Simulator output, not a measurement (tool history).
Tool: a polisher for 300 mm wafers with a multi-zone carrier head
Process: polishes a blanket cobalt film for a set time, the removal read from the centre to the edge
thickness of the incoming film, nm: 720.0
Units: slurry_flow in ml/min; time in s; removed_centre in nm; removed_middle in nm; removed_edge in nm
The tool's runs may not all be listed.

Run 1, hour 0: slurry_flow 155 ml/min, centre_zone 1, middle_zone 1, edge_zone 1, time 59 s. Result: removed_centre 210.33 nm, removed_middle 207 nm, removed_edge 210.48 nm.
Run 2, hour 2.6: slurry_flow 155 ml/min, centre_zone 0.93, middle_zone 1, edge_zone 1, time 59 s. Result: removed_centre 192.49 nm, removed_middle 208.35 nm, removed_edge 211.47 nm.
Run 3, hour 11.1: slurry_flow 150 ml/min, centre_zone 0.95, middle_zone 0.97, edge_zone 0.98, time 54 s. Result: removed_centre 180.02 nm, removed_middle 184.6 nm, removed_edge 184.7 nm.
Run 4, hour 14.9: slurry_flow 145 ml/min, centre_zone 0.96, middle_zone 0.94, edge_zone 1, time 51 s. Result: removed_centre 170.8 nm, removed_middle 169.34 nm, removed_edge 176.59 nm.
Run 5, hour 17.7: slurry_flow 130 ml/min, centre_zone 0.96, middle_zone 0.94, edge_zone 1, time 51 s. Result: removed_centre 164.02 nm, removed_middle 162.51 nm, removed_edge 174.95 nm.
Run 6, hour 22.5: slurry_flow 125 ml/min, centre_zone 0.97, middle_zone 0.92, edge_zone 0.99, time 49 s. Result: removed_centre 159.9 nm, removed_middle 154.41 nm, removed_edge 168.05 nm.
Run 7, hour 27.2: slurry_flow 120 ml/min, centre_zone 0.98, middle_zone 0.9, edge_zone 0.98, time 47 s. Result: removed_centre 152.91 nm, removed_middle 144.2 nm, removed_edge 160.66 nm.
Run 8, hour 33.2: slurry_flow 120 ml/min, centre_zone 0.99, middle_zone 0.88, edge_zone 0.96, time 45 s. Result: removed_centre 150.54 nm, removed_middle 133.61 nm, removed_edge 150.47 nm.

Run 9 comes next. What will it give?
Run 9, hour 35.1: slurry_flow 115 ml/min, centre_zone 0.99, middle_zone 0.87, edge_zone 0.94, time 44 s. Result: removed_centre ?, removed_middle ?, removed_edge ?.

{"run 9": {"removed_centre": 144.46, "removed_middle": 130.65, "removed_edge": 145.43}}
